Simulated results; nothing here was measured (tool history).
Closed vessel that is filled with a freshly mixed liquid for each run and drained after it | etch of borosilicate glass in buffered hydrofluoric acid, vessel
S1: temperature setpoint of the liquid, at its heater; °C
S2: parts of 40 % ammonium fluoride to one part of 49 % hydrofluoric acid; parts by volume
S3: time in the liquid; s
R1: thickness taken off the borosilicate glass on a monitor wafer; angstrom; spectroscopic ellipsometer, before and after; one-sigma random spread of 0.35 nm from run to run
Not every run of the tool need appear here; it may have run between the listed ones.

run 1 day=0 | S1=22 S2=9 S3=105 | R1=1252.7
run 2 day=0.15 | S1=22 S2=9 S3=115 | R1=1375.7
run 3 day=0.412 | S1=21 S2=9 S3=115 | R1=1301.1
run 4 day=0.721 | S1=20.5 S2=9 S3=115 | R1=1262.4
run 5 day=0.938 | S1=20 S2=9 S3=115 | R1=1221.5
run 6 day=1.288 | S1=20 S2=9 S3=105 | R1=1123.6

Run 7, settings as shown, results not yet in. Your forecast:
run 7 day=1.425 | S1=19.5 S2=9 S3=105 | R1=?

Run 7 yielded R1 1094.2 angstrom.
